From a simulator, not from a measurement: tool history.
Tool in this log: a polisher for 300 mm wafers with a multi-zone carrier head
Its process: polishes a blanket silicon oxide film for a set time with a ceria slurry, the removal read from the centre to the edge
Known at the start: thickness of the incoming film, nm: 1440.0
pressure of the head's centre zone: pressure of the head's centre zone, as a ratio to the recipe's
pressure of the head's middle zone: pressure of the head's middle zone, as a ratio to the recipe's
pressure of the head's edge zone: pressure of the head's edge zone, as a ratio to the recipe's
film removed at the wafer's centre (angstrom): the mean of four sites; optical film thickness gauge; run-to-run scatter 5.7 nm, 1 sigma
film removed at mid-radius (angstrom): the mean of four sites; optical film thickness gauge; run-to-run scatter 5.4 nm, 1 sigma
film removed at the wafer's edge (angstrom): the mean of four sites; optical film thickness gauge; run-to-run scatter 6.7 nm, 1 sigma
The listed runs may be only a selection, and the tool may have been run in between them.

run    day  flow of slurry (ml/min)  pressure of the head's centre zone  pressure of the head's middle zone  pressure of the head's edge zone  polishing time (s)  film removed at the wafer's centre (angstrom)  film removed at mid-radius (angstrom)  film removed at the wafer's edge (angstrom)
  1      0                      260                                   1                                   1                                 1                  84                                         4664.4                                 4589.1                                       4693.1
  2  0.279                      265                                1.01                                1.01                              1.03                  87                                         4845.3                                 4908.9                                       4970.1
  3  0.408                      265                                1.01                                1.05                              1.03                  87                                         4811.2                                 5039.7                                       4934.7
  4  0.567                      270                                1.03                                1.04                              1.06                  89                                         5049.4                                 5071.1                                       5113.1
  5  0.625                      270                                1.03                                1.09                              1.06                  89                                           5117                                 5362.5                                       5219.6
  6  0.842                      270                                1.03                                1.09                              1.03                  89                                         5001.3                                 5282.2                                       5090.5
  7  0.904                      270                                1.04                                1.08                              1.06                  91                                         5290.7                                 5411.7                                       5134.2
  8  1.208                      280                                1.03                                1.06                              1.08                  93                                           5217                                 5347.1                                       5513.4

What does the tool deliver on the next run?
  9  1.238                      285                                1.04                                1.07                              1.09                  94                                              ?                                      ?                                            ?

{"run 9": {"film removed at the wafer's centre (angstrom)": 5349.4, "film removed at mid-radius (angstrom)": 5545.4, "film removed at the wafer's edge (angstrom)": 5469.9}}
